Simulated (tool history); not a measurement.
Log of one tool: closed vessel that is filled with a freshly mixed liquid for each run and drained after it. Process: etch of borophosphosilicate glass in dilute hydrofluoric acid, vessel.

run  hour  temperature setpoint of the liquid (K)  parts of water to one part of 49 % hydrofluoric acid (parts by volume)  time in the liquid (s)  thickness taken off the borophosphosilicate glass on a monitor wafer (nm)
  1     0                                  296.15                                                                      60                     100                                                                     108.25
  2   5.6                                  297.15                                                                      60                     100                                                                     112.78
  3  11.2                                  298.15                                                                      60                     100                                                                     117.46
  4  13.4                                  299.15                                                                      60                     100                                                                      122.6
  5  19.7                                  299.15                                                                      60                     105                                                                     128.23
  6  28.9                                  300.65                                                                      60                     105                                                                     136.54
  7  35.9                                  301.15                                                                      60                     105                                                                     139.64

The next listed run, before its measurement:
  8  43.4                                  301.65                                                                      60                     105                                                                          ?

{"run 8": {"thickness taken off the borophosphosilicate glass on a monitor wafer (nm)": 141.74}}

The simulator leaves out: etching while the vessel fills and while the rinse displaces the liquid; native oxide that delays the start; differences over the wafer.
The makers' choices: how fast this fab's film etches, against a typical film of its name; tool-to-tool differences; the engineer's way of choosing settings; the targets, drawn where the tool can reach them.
